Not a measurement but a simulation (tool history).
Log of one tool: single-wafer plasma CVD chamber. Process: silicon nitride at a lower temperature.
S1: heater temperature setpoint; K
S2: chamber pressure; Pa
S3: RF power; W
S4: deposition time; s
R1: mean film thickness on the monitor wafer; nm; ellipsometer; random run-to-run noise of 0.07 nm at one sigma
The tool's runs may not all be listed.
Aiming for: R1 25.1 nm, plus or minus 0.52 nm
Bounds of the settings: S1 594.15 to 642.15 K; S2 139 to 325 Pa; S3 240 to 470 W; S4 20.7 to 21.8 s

Run 1, day 0: S1 618.15 K, S2 232 Pa, S3 355 W, S4 21.8 s. Result: R1 29.908 nm.
Run 2, day 0.333: S1 618.15 K, S2 232 Pa, S3 320 W, S4 21.8 s. Result: R1 27.887 nm.
Run 3, day 0.575: S1 618.15 K, S2 232 Pa, S3 320 W, S4 21.8 s. Result: R1 27.783 nm.
Run 4, day 0.596: S1 618.15 K, S2 232 Pa, S3 320 W, S4 21.8 s. Result: R1 27.575 nm.
Run 5, day 0.642: S1 618.15 K, S2 219 Pa, S3 315 W, S4 21.8 s. Result: R1 26.981 nm.
Run 6, day 0.95: S1 618.15 K, S2 208 Pa, S3 315 W, S4 21.8 s. Result: R1 26.623 nm.
Run 7, day 1.212: S1 618.15 K, S2 200 Pa, S3 315 W, S4 21.8 s. Result: R1 26.344 nm.
Run 8, day 1.475: S1 618.15 K, S2 193 Pa, S3 315 W, S4 21.8 s. Result: R1 26.135 nm.
Run 9, day 1.708: S1 618.15 K, S2 188 Pa, S3 315 W, S4 21.8 s. Result: R1 25.801 nm.
Run 10, day 1.988: S1 618.15 K, S2 184 Pa, S3 315 W, S4 21.8 s. Result: R1 25.662 nm.

Exercise: of the 4 proposed moves below, exactly one satisfies all targets within the stated allowed misses. Which move is it?
Run A, day 2.267: S1 624.15 K, S2 160 Pa, S3 350 W, S4 21.6 s. Result: R1 ?.
Run B, day 2.267: S1 618.15 K, S2 221 Pa, S3 280 W, S4 21.8 s. Result: R1 ?.
Run C, day 2.267: S1 615.15 K, S2 196 Pa, S3 325 W, S4 21.7 s. Result: R1 ?.
Run D, day 2.267: S1 635.15 K, S2 143 Pa, S3 395 W, S4 21.8 s. Result: R1 ?.

move      R1
   A  26.123
   B  25.025
   C  26.697
   D  27.338
A: moves away from the targets compared with the last run
B: hits every target within its allowed miss
C: moves away from the targets compared with the last run
D: moves away from the targets compared with the last run
Move B is the one to make.
